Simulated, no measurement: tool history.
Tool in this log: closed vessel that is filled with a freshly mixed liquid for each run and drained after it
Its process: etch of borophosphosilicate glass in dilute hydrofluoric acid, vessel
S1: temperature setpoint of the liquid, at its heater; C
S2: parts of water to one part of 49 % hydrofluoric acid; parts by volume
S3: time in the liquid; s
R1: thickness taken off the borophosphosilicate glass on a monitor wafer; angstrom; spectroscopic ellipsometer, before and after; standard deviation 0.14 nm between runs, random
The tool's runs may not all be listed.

run 1 hour=0.0 | S1=26.0 S2=115 S3=90 | R1=365.49
run 2 hour=8.1 | S1=26.0 S2=115 S3=90 | R1=359.48
run 3 hour=14.1 | S1=24.0 S2=120 S3=90 | R1=319.18
run 4 hour=22.5 | S1=22.5 S2=125 S3=90 | R1=288.74
run 5 hour=30.6 | S1=20.0 S2=125 S3=90 | R1=261.87
run 6 hour=34.0 | S1=19.5 S2=130 S3=90 | R1=246.76
run 7 hour=39.5 | S1=19.0 S2=135 S3=90 | R1=230.86

Predict the results of run 8:
run 8 hour=44.7 | S1=18.5 S2=135 S3=90 | R1=?

{"run 8": {"R1": 223.81}}

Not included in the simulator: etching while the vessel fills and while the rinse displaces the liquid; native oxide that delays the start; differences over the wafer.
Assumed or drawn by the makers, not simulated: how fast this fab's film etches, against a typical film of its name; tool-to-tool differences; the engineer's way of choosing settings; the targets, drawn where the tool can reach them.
